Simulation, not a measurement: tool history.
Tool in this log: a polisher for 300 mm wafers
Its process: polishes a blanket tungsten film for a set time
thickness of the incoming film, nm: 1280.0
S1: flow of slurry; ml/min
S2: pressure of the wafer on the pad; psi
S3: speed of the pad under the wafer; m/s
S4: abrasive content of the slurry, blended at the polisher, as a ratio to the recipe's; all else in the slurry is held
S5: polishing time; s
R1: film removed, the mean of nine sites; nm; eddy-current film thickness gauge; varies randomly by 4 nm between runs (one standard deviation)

run,hour,S1,S2,S3,S4,S5,R1
1,0.0,245,4.3,1.36,1.0,83,690.74
2,6.9,245,4.3,1.22,1.0,83,619.93
3,13.2,245,5.3,1.22,1.0,83,766.50
4,18.8,245,4.9,1.22,1.0,83,699.15
5,22.0,245,4.6,1.22,1.0,83,660.70
6,29.2,245,4.3,1.22,1.0,83,608.36

Expected results for the next run?
7,31.6,245,3.1,1.18,1.0,83,?

R1: 428.38 nm
